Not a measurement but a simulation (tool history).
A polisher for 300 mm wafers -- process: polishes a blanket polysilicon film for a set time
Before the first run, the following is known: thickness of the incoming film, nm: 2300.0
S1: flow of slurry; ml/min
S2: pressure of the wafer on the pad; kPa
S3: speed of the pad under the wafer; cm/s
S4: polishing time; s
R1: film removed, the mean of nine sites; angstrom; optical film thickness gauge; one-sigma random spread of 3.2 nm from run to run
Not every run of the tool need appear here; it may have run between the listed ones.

| run | day | S1 | S2 | S3 | S4 | R1 |
|---|---|---|---|---|---|---|
| 1 | 0 | 215 | 12.4 | 100 | 48 | 2148.5 |
| 2 | 0.367 | 215 | 13.1 | 100 | 48 | 2269 |
| 3 | 0.521 | 215 | 13.1 | 84 | 48 | 2066.6 |
| 4 | 0.883 | 215 | 13.1 | 92 | 48 | 2194 |
|  | 0.967 | head pressure recalibrated |
| 5 | 0.967 | 215 | 13.1 | 70 | 48 | 2092.4 |
| 6 | 1.317 | 215 | 13.1 | 70 | 44 | 1876.4 |
| 7 | 1.562 | 215 | 13.1 | 70 | 44 | 1896.4 |
| 8 | 1.8 | 215 | 13.8 | 70 | 44 | 1974 |

Expected results for the next run?
| 9 | 2.129 | 220 | 17.2 | 74 | 44 | ? |

Run 9 yielded R1 2467.9 angstrom.

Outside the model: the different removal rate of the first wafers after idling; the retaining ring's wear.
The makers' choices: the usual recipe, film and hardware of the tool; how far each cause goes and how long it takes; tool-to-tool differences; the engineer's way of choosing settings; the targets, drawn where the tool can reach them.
